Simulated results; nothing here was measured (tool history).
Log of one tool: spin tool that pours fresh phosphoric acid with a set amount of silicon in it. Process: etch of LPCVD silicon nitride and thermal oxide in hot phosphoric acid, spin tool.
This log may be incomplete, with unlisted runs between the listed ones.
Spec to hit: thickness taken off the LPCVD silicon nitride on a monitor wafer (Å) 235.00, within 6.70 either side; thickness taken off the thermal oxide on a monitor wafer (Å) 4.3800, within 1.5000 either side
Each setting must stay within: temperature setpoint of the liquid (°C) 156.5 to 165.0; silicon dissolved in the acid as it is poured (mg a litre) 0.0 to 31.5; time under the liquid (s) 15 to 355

run,day,temperature setpoint of the liquid (°C),silicon dissolved in the acid as it is poured (mg a litre),time under the liquid (s),thickness taken off the LPCVD silicon nitride on a monitor wafer (Å),thickness taken off the thermal oxide on a monitor wafer (Å)
1,0.000,160.0,14.0,180,150.73,2.9021
2,0.292,160.5,15.0,190,161.76,3.8107
3,0.646,160.0,15.5,205,172.09,3.0118
4,0.704,160.0,11.5,205,167.91,3.8598
5,1.038,159.0,11.5,205,164.48,3.8433
6,1.154,160.0,12.5,215,176.80,3.8484
# day 1.433: heated supply line repaired
7,1.433,162.5,16.5,265,259.17,6.6345
8,1.646,162.0,17.0,265,259.28,6.3134

Exercise: of the 4 proposed moves below, exactly one satisfies all targets within the stated allowed misses. Which move is it?
A,1.858,161.5,31.5,305,?,?
B,1.858,160.5,22.5,280,?,?
C,1.858,160.5,23.0,255,?,?
D,1.858,160.5,31.5,305,?,?

move,thickness taken off the LPCVD silicon nitride on a monitor wafer (Å),thickness taken off the thermal oxide on a monitor wafer (Å)
A,290.78,4.4778
B,258.17,5.2809
C,235.12,4.7354
D,281.22,4.1594
A: the biggest miss grows against the last run
B: about the same distance from the targets as the last run
C: in spec on every target
D: the biggest miss grows against the last run
Move C is the one to make.

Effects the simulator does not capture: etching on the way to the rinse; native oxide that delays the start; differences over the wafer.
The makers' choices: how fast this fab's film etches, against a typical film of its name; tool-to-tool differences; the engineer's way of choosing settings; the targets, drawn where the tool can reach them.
